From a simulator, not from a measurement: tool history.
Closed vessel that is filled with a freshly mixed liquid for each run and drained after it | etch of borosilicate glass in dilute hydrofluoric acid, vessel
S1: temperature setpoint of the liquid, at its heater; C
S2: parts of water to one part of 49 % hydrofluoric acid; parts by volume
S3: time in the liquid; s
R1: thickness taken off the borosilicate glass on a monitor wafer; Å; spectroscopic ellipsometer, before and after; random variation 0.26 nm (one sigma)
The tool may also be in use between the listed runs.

{"run": 1, "hour": 0.0, "S1": 23.0, "S2": 115, "S3": 135, "R1": 312.98}
{"run": 2, "hour": 3.6, "S1": 25.5, "S2": 110, "S3": 135, "R1": 365.98}
{"run": 3, "hour": 9.9, "S1": 25.5, "S2": 110, "S3": 135, "R1": 364.11}
{"run": 4, "hour": 16.8, "S1": 27.0, "S2": 110, "S3": 135, "R1": 386.41}
{"run": 5, "hour": 22.5, "S1": 27.0, "S2": 140, "S3": 135, "R1": 294.39}
{"run": 6, "hour": 27.6, "S1": 28.0, "S2": 130, "S3": 135, "R1": 333.27}
{"hour": 33.1, "done": "hydrofluoric acid flow meter replaced"}
{"run": 7, "hour": 33.1, "S1": 29.0, "S2": 120, "S3": 135, "R1": 334.04}
{"run": 8, "hour": 36.7, "S1": 29.0, "S2": 105, "S3": 135, "R1": 387.76}

Forecast run 9:
{"run": 9, "hour": 41.0, "S1": 29.0, "S2": 95, "S3": 135, "R1": "?"}

Run 9 gave R1 443.23 Å.
